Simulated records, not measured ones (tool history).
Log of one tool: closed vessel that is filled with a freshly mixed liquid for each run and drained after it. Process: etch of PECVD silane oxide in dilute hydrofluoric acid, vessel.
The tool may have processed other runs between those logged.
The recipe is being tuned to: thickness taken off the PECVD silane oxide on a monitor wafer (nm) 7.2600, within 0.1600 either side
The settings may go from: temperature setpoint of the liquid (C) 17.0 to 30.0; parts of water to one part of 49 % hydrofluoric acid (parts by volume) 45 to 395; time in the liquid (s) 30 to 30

run,day,temperature setpoint of the liquid (C),parts of water to one part of 49 % hydrofluoric acid (parts by volume),time in the liquid (s),thickness taken off the PECVD silane oxide on a monitor wafer (nm)
1,0.000,22.0,220,30,3.5314
2,0.142,23.0,210,30,3.8503
3,0.458,24.0,200,30,4.2521
4,0.608,24.0,200,30,4.2732
5,0.896,24.5,195,30,4.4772
6,0.971,25.0,190,30,4.6731
7,1.217,29.0,130,30,8.5931
8,1.338,28.5,130,30,8.4274

Next run, 5 choices. One meets every target within its allowed miss, the rest don't. Which?
A,1.458,30.0,150,30,?
B,1.458,23.5,120,30,?
C,1.458,30.0,155,30,?
D,1.458,28.5,140,30,?
E,1.458,28.0,140,30,?

move,thickness taken off the PECVD silane oxide on a monitor wafer (nm)
A,7.5133
B,7.6352
C,7.2236
D,7.7221
E,7.5809
A: gains on the last run, yet a result remains outside its allowed miss
B: gains on the last run, yet a result remains outside its allowed miss
C: in spec on every target
D: gains on the last run, yet a result remains outside its allowed miss
E: gains on the last run, yet a result remains outside its allowed miss
Correct choice: C, which meets every target
